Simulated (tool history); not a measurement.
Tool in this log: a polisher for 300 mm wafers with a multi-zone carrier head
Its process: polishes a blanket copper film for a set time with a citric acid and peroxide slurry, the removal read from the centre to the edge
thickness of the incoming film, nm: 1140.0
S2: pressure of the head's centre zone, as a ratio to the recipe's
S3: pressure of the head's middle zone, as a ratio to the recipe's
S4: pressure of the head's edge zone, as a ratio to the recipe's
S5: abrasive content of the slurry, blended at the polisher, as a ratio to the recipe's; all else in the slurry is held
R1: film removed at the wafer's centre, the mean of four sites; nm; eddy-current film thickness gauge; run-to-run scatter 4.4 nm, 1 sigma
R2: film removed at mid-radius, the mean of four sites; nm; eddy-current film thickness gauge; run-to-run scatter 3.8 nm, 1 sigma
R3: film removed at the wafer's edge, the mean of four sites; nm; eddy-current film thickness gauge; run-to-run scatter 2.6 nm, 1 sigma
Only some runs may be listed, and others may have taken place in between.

Run 1, hour 0: flow of slurry (ml/min) 265, S2 1, S3 1, S4 1, S5 1, polishing time (s) 83. Result: R1 282.79 nm, R2 278.07 nm, R3 277.26 nm.
Run 2, hour 7.2: flow of slurry (ml/min) 265, S2 1, S3 1, S4 1, S5 1, polishing time (s) 74. Result: R1 251.21 nm, R2 250.39 nm, R3 243.35 nm.
Run 3, hour 9.2: flow of slurry (ml/min) 210, S2 1, S3 1, S4 1, S5 1, polishing time (s) 74. Result: R1 240.22 nm, R2 240.38 nm, R3 236.86 nm.
Run 4, hour 17.3: flow of slurry (ml/min) 225, S2 1, S3 1.02, S4 1.02, S5 1.05, polishing time (s) 75. Result: R1 248.11 nm, R2 251.2 nm, R3 247.18 nm.
Run 5, hour 24.2: flow of slurry (ml/min) 225, S2 1, S3 1.08, S4 1.02, S5 1.05, polishing time (s) 75. Result: R1 242.88 nm, R2 265.05 nm, R3 244.4 nm.
Run 6, hour 25.9: flow of slurry (ml/min) 240, S2 1.01, S3 1.09, S4 1.03, S5 1.1, polishing time (s) 76. Result: R1 257.43 nm, R2 273.47 nm, R3 255.98 nm.
Run 7, hour 29.9: flow of slurry (ml/min) 250, S2 1.01, S3 1.1, S4 1.03, S5 1.15, polishing time (s) 77. Result: R1 270.38 nm, R2 291.03 nm, R3 264.42 nm.
Run 8, hour 31.8: flow of slurry (ml/min) 260, S2 1.01, S3 1.11, S4 1.05, S5 1.2, polishing time (s) 77. Result: R1 275.86 nm, R2 292.22 nm, R3 270.43 nm.
Run 9, hour 36.6: flow of slurry (ml/min) 270, S2 1, S3 1.12, S4 1.06, S5 1.25, polishing time (s) 78. Result: R1 281.07 nm, R2 305.52 nm, R3 281.32 nm.
At hour 39.4: slurry nozzle cleaned.
Run 10, hour 39.4: flow of slurry (ml/min) 280, S2 1, S3 1.13, S4 1.07, S5 1.3, polishing time (s) 79. Result: R1 304.88 nm, R2 338.8 nm, R3 296.11 nm.
Run 11, hour 42.8: flow of slurry (ml/min) 290, S2 0.99, S3 1.12, S4 1.08, S5 1.3, polishing time (s) 79. Result: R1 299.86 nm, R2 330.66 nm, R3 299.15 nm.
Run 12, hour 47.1: flow of slurry (ml/min) 300, S2 0.99, S3 1.12, S4 1.09, S5 1.3, polishing time (s) 79. Result: R1 300.19 nm, R2 330.5 nm, R3 297.41 nm.
Run 13, hour 51.4: flow of slurry (ml/min) 305, S2 0.99, S3 1.12, S4 1.1, S5 1.3, polishing time (s) 79. Result: R1 300.87 nm, R2 323.68 nm, R3 305.7 nm.

Predict the results of run 14:
Run 14, hour 54.2: flow of slurry (ml/min) 315, S2 0.99, S3 1.13, S4 1.1, S5 1.3, polishing time (s) 79. Result: R1 ?, R2 ?, R3 ?.

R1: 296.81 nm
R2: 329.81 nm
R3: 302.65 nm
